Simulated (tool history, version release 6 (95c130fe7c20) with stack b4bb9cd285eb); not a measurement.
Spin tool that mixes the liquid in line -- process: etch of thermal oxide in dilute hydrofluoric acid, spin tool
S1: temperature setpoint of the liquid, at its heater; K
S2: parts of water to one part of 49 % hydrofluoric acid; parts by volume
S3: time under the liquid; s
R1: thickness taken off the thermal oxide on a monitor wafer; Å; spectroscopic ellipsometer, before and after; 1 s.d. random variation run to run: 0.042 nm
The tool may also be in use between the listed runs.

run	hour	S1	S2	S3	R1
1	0	294.15	270	310	42.443
2	8.1	294.15	270	310	41.22
3	14.1	293.65	275	310	40.702
4	20.7	293.15	280	310	38.393
5	27.6	292.65	285	310	37.145
6	34.2	292.65	290	310	37.51

Forecast run 7:
7	38.8	292.65	295	310	?

R1: 35.299 Å
